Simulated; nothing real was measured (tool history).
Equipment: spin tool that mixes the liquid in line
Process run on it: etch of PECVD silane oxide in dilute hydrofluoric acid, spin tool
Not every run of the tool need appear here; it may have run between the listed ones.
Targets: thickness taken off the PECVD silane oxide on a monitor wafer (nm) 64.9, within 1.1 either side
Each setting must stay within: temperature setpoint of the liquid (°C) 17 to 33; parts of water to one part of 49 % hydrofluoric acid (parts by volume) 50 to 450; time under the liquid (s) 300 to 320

run,hour,temperature setpoint of the liquid (°C),parts of water to one part of 49 % hydrofluoric acid (parts by volume),time under the liquid (s),thickness taken off the PECVD silane oxide on a monitor wafer (nm)
1,0,25,250,300,25.974
2,5.9,27.5,210,300,34.971
3,13.4,29,185,300,43.751
4,14.7,29,185,300,43.453
5,23.2,30,170,300,49.916
6,25.4,30,235,300,33.442
7,33.6,31,205,300,41.254
8,36.2,31.5,185,300,47.487
9,38.3,32,170,300,53.578
10,43.5,32.5,160,300,59.032
11,52,33,145,300,67.293
12,59.6,32.5,145,300,65.806

Which single option among these 4 for the next run brings every result within its allowed miss of target? Just one does.
A,67.2,30.5,140,320,?
B,67.2,26.5,120,305,?
C,67.2,32,140,300,?
D,67.2,33,155,315,?

move,thickness taken off the PECVD silane oxide on a monitor wafer (nm)
A,67.904
B,66.613
C,67.225
D,64.748
A: the biggest miss grows against the last run
B: the biggest miss grows against the last run
C: the biggest miss grows against the last run
D: in spec on every target
Go with D: it meets all targets.
